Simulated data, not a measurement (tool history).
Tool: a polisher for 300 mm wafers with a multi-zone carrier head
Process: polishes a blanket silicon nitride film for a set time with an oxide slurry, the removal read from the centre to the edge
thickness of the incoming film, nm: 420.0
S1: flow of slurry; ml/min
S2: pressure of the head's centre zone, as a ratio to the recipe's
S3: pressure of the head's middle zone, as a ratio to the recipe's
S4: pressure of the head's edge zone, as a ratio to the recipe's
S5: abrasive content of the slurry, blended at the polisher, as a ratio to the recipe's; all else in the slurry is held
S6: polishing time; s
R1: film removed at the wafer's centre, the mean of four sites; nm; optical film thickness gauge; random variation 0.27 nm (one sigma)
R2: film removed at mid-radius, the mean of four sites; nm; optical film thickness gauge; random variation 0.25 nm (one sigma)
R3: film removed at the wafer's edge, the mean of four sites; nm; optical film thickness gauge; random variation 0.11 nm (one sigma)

run 1 hour=0 | S1=150 S2=1 S3=1 S4=1 S5=1 S6=54 | R1=33.035 R2=34.691 R3=34.722
run 2 hour=0.6 | S1=150 S2=1 S3=1 S4=1 S5=1 S6=48 | R1=28.967 R2=30.367 R3=30.973
run 3 hour=9.6 | S1=150 S2=1 S3=1 S4=1.06 S5=1 S6=48 | R1=28.805 R2=29.69 R3=32.515
run 4 hour=11.8 | S1=150 S2=1 S3=1.07 S4=1.06 S5=1 S6=48 | R1=29.002 R2=31.853 R3=32.085
run 5 hour=17.6 | S1=170 S2=1 S3=1.07 S4=1.06 S5=1 S6=48 | R1=30.919 R2=32.94 R3=33.155
-- hour=24.3 slurry nozzle cleaned
run 6 hour=24.3 | S1=165 S2=1.01 S3=1.06 S4=1.03 S5=0.95 S6=46 | R1=31.821 R2=34.291 R3=32.564
run 7 hour=32.7 | S1=155 S2=1 S3=1.02 S4=1 S5=0.9 S6=43 | R1=28.38 R2=30.551 R3=28.742

Run 8 comes next. What will it give?
run 8 hour=39.2 | S1=115 S2=0.97 S3=0.92 S4=0.9 S5=0.65 S6=34 | R1=? R2=? R3=?

{"run 8": {"R1": 17.025, "R2": 17.293, "R3": 17.949}}
